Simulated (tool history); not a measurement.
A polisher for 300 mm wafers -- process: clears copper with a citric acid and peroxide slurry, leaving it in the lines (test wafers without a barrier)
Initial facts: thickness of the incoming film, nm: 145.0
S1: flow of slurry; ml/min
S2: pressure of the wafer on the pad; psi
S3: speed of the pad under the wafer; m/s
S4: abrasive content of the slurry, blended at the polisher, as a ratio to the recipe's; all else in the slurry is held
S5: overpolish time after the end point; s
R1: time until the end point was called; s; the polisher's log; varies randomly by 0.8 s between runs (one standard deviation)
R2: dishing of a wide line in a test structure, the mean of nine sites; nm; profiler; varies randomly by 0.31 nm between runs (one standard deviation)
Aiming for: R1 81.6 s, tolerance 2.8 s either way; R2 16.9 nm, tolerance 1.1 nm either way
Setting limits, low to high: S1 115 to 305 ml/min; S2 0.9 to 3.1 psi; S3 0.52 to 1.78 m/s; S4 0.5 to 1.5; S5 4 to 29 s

run,hour,S1,S2,S3,S4,S5,R1,R2
1,0,195,2,1.14,1,15,100.82,14.665
2,1.3,200,2.1,1.14,1,15,95.481,16.049
3,6,200,2.1,1.14,1.1,15,93.228,15.893
4,11.3,200,2.1,1.14,1.1,9,94.512,10.307
5,14,200,2.2,1.14,1.05,11,90.137,12.781
6,14.9,205,2.3,1.14,1.05,12,87.332,14.354
7,16.6,205,2.4,1.14,1.05,12,83.438,14.301
8,23.5,210,2.4,1.16,1.05,15,81.792,18.068

Exactly one of the 4 candidate moves below puts every result within its allowed miss. Which one?
A,30.4,200,2.1,1.32,1.1,14,?,?
B,30.4,250,2.3,1.04,1.25,18,?,?
C,30.4,225,2.3,1.28,1.05,13,?,?
D,30.4,200,2.4,1.16,1,17,?,?

move,R1,R2
A,81.267,17.057
B,88.961,19.494
C,76.21,16.985
D,82.48,19.808
A: all results in spec
B: moves away from the targets compared with the last run
C: meets the target for the result that was furthest off, but another lies outside its allowed miss
D: moves away from the targets compared with the last run
Answer: A
